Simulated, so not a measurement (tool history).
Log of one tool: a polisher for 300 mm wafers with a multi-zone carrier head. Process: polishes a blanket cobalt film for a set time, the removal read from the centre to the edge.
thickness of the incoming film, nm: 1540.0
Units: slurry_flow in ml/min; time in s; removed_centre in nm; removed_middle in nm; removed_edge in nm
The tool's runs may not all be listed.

run,hour,slurry_flow,centre_zone,middle_zone,edge_zone,time,removed_centre,removed_middle,removed_edge
1,0,170,1,1,1,52,320.86,333.97,326.69
2,2.4,170,1,1.06,1,52,321.73,339.22,330.92
3,9.7,170,1.01,1.05,0.98,51,320.72,341.03,315.92
4,13.6,145,1.01,1.05,0.98,51,310,332.73,310.45
5,15,145,1.01,0.98,0.98,51,311.18,302.95,313.83
6,21.6,145,1.01,0.98,0.98,40,244.72,245.19,244.68
7,24.3,150,1.02,0.98,0.97,40,245.14,238.79,248.36
8,28.2,155,1.04,1,0.96,40,254.83,244.7,246.1

The next listed run, before its measurement:
9,35.4,205,1.08,1.06,0.88,39,?,?,?

Run 9 gave removed_centre 271.28 nm, removed_middle 258.94 nm, removed_edge 238.76 nm.
